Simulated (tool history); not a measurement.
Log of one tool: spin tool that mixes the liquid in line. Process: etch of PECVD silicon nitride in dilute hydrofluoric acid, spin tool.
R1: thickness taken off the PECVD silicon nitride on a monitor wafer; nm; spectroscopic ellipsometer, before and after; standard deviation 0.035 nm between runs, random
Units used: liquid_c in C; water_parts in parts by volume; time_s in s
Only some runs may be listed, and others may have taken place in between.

{"run": 1, "day": 0.0, "liquid_c": 23, "water_parts": 195, "time_s": 295, "R1": 3.2916}
{"run": 2, "day": 0.296, "liquid_c": 23, "water_parts": 195, "time_s": 295, "R1": 3.3656}
{"run": 3, "day": 0.488, "liquid_c": 22, "water_parts": 195, "time_s": 295, "R1": 3.0357}
{"run": 4, "day": 0.562, "liquid_c": 21.5, "water_parts": 195, "time_s": 295, "R1": 2.9974}
{"run": 5, "day": 0.779, "liquid_c": 21.5, "water_parts": 195, "time_s": 295, "R1": 2.9803}
{"run": 6, "day": 0.996, "liquid_c": 23.5, "water_parts": 195, "time_s": 295, "R1": 3.3412}
{"run": 7, "day": 1.021, "liquid_c": 22.5, "water_parts": 195, "time_s": 295, "R1": 3.2088}

Forecast run 8:
{"run": 8, "day": 1.288, "liquid_c": 21.5, "water_parts": 195, "time_s": 295, "R1": "?"}

Logged for run 8: R1 3.0037 nm.
